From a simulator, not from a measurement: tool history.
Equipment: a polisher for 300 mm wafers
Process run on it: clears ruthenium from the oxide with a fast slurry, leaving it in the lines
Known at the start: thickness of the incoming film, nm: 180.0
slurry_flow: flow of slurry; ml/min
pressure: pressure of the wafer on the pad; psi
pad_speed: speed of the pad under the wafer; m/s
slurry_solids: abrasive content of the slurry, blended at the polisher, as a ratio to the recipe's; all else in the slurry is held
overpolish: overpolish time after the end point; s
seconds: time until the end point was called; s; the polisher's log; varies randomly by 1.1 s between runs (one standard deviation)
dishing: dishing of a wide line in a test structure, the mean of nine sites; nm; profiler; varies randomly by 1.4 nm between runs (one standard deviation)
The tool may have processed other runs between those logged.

| run | hour | slurry_flow | pressure | pad_speed | slurry_solids | overpolish | seconds | dishing |
|---|---|---|---|---|---|---|---|---|
| 1 | 0.0 | 300 | 1.7 | 0.82 | 1.0 | 22 | 84.835 | 38.798 |
| 2 | 0.6 | 300 | 1.5 | 0.82 | 1.0 | 22 | 94.417 | 36.125 |
| 3 | 3.2 | 300 | 1.5 | 1.02 | 1.0 | 22 | 77.847 | 43.145 |
| 4 | 7.5 | 300 | 1.6 | 1.04 | 1.0 | 25 | 73.260 | 48.143 |
| 5 | 9.3 | 300 | 1.6 | 1.04 | 1.0 | 20 | 76.229 | 39.977 |
| 6 | 15.4 | 300 | 1.4 | 1.04 | 1.0 | 20 | 82.384 | 36.653 |

For run 7, what comes out?
| 7 | 16.0 | 300 | 1.6 | 1.04 | 1.0 | 24 | ? | ? |

Run 7 came out at seconds 70.638 s, dishing 46.114 nm.
